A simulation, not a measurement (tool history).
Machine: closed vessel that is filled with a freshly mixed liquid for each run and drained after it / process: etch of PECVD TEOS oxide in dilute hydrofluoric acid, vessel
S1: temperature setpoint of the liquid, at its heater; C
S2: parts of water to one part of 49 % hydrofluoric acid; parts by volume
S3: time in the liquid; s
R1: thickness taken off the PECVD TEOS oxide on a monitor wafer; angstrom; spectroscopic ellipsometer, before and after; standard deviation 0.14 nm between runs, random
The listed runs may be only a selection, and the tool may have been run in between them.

run 1 hour=0 | S1=20 S2=210 S3=1300 | R1=552.18
run 2 hour=7.1 | S1=19.5 S2=230 S3=1300 | R1=480.36
run 3 hour=15.4 | S1=19 S2=240 S3=1300 | R1=448.08
run 4 hour=16.8 | S1=19 S2=240 S3=1385 | R1=477.51
run 5 hour=18.3 | S1=18.5 S2=250 S3=1385 | R1=444
run 6 hour=26.8 | S1=18.5 S2=185 S3=1385 | R1=638.47
run 7 hour=28.8 | S1=18 S2=210 S3=1385 | R1=539.53
run 8 hour=32.9 | S1=18 S2=230 S3=1385 | R1=486.74
run 9 hour=35.7 | S1=18 S2=245 S3=1385 | R1=447.39
run 10 hour=44.2 | S1=18 S2=255 S3=1385 | R1=423.83
run 11 hour=51.5 | S1=18 S2=265 S3=1385 | R1=407.57

Forecast run 12:
run 12 hour=53.6 | S1=18 S2=275 S3=1385 | R1=?

R1: 387.94 angstrom
